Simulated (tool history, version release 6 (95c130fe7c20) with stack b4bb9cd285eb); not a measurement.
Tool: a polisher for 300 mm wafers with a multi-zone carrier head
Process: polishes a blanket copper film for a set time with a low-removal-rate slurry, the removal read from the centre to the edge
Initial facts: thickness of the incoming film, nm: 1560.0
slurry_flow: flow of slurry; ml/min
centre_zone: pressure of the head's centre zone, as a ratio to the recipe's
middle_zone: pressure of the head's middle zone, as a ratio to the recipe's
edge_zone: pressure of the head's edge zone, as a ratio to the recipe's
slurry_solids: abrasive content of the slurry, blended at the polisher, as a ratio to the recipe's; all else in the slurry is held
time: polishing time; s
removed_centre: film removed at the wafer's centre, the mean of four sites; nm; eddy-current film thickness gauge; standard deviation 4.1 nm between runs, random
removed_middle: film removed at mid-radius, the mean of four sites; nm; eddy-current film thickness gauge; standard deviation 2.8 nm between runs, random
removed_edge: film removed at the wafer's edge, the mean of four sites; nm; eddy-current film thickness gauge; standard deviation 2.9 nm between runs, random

Run 1, hour 0: slurry_flow 225 ml/min, centre_zone 1, middle_zone 1, edge_zone 1, slurry_solids 1, time 89 s. Result: removed_centre 367.47 nm, removed_middle 356.32 nm, removed_edge 358.98 nm.
Run 2, hour 4.3: slurry_flow 245 ml/min, centre_zone 1.03, middle_zone 1.01, edge_zone 1.02, slurry_solids 1.05, time 89 s. Result: removed_centre 386.18 nm, removed_middle 363.23 nm, removed_edge 370.75 nm.
Run 3, hour 6: slurry_flow 245 ml/min, centre_zone 0.99, middle_zone 1.01, edge_zone 1.02, slurry_solids 1.05, time 89 s. Result: removed_centre 365.5 nm, removed_middle 361.97 nm, removed_edge 371.84 nm.
Run 4, hour 14.6: slurry_flow 245 ml/min, centre_zone 0.99, middle_zone 0.94, edge_zone 1.02, slurry_solids 1.05, time 89 s. Result: removed_centre 368.94 nm, removed_middle 343.18 nm, removed_edge 369 nm.
Run 5, hour 19.1: slurry_flow 245 ml/min, centre_zone 0.99, middle_zone 0.94, edge_zone 1.1, slurry_solids 1.05, time 89 s. Result: removed_centre 364.55 nm, removed_middle 344.02 nm, removed_edge 384.48 nm.
Run 6, hour 26.8: slurry_flow 220 ml/min, centre_zone 0.99, middle_zone 0.94, edge_zone 1.1, slurry_solids 1.05, time 89 s. Result: removed_centre 362.8 nm, removed_middle 339.53 nm, removed_edge 386.2 nm.
Run 7, hour 34.8: slurry_flow 230 ml/min, centre_zone 1.03, middle_zone 0.98, edge_zone 1.1, slurry_solids 1.1, time 89 s. Result: removed_centre 388.32 nm, removed_middle 357.33 nm, removed_edge 387.7 nm.
Run 8, hour 39.4: slurry_flow 240 ml/min, centre_zone 1.05, middle_zone 1, edge_zone 1.1, slurry_solids 1.1, time 89 s. Result: removed_centre 387.35 nm, removed_middle 365.84 nm, removed_edge 391.31 nm.
Run 9, hour 40.2: slurry_flow 245 ml/min, centre_zone 1.09, middle_zone 1.01, edge_zone 1.09, slurry_solids 1.1, time 89 s. Result: removed_centre 410.8 nm, removed_middle 368.39 nm, removed_edge 394.45 nm.

Run 10 has not been measured yet. What should we expect?
Run 10, hour 44.6: slurry_flow 310 ml/min, centre_zone 1.13, middle_zone 1.07, edge_zone 1.03, slurry_solids 1.1, time 89 s. Result: removed_centre ?, removed_middle ?, removed_edge ?.

{"run 10": {"removed_centre": 432.21, "removed_middle": 393.74, "removed_edge": 382.9}}
